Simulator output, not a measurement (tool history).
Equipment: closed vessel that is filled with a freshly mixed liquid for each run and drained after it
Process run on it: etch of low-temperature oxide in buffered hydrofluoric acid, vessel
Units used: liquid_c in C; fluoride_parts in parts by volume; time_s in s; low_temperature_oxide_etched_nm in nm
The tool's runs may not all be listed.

| run | hour | liquid_c | fluoride_parts | time_s | low_temperature_oxide_etched_nm |
|---|---|---|---|---|---|
| 1 | 0.0 | 20.0 | 8.5 | 85 | 525.16 |
| 2 | 5.7 | 22.0 | 8.5 | 85 | 583.82 |
| 3 | 12.0 | 23.5 | 8.5 | 85 | 631.80 |
| 4 | 20.6 | 20.5 | 8.5 | 85 | 539.79 |
| 5 | 29.1 | 23.5 | 8.5 | 85 | 647.15 |
| 6 | 34.4 | 22.0 | 8.5 | 85 | 586.27 |
| 7 | 38.3 | 23.5 | 8.5 | 85 | 636.88 |
| 8 | 45.6 | 24.5 | 8.5 | 85 | 671.86 |

The next listed run, before its measurement:
| 9 | 52.4 | 25.5 | 8.5 | 85 | ? |

low_temperature_oxide_etched_nm: 708.37 nm
